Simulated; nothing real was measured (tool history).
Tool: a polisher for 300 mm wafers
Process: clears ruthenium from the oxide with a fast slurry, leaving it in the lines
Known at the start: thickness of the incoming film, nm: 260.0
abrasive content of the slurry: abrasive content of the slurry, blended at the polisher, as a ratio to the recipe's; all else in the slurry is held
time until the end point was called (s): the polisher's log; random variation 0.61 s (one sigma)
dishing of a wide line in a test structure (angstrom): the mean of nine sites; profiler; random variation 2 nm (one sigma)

run  hour  flow of slurry (ml/min)  pressure of the wafer on the pad (psi)  speed of the pad under the wafer (m/s)  abrasive content of the slurry  overpolish time after the end point (s)  time until the end point was called (s)  dishing of a wide line in a test structure (angstrom)
  1     0                      180                                     2.5                                    0.84                               1                                       18                                   67.599                                                  533.5
  2   4.9                      180                                     2.6                                    0.84                               1                                       19                                   65.703                                                 578.41
  3   8.6                      180                                     2.7                                    0.84                               1                                       20                                   62.275                                                 601.29
  4   9.1                      180                                     3.2                                    0.84                               1                                       20                                   55.408                                                 683.16
  5  13.7                      180                                     3.2                                    0.84                               1                                       21                                   54.865                                                  682.9
  6  17.2                      180                                     3.4                                    0.84                               1                                       21                                   52.728                                                 755.97

Forecast run 7:
  7  19.9                      175                                     3.4                                    0.84                               1                                       23                                        ?                                                      ?

Run 7 gave time until the end point was called (s) 52.912, dishing of a wide line in a test structure (angstrom) 824.79.

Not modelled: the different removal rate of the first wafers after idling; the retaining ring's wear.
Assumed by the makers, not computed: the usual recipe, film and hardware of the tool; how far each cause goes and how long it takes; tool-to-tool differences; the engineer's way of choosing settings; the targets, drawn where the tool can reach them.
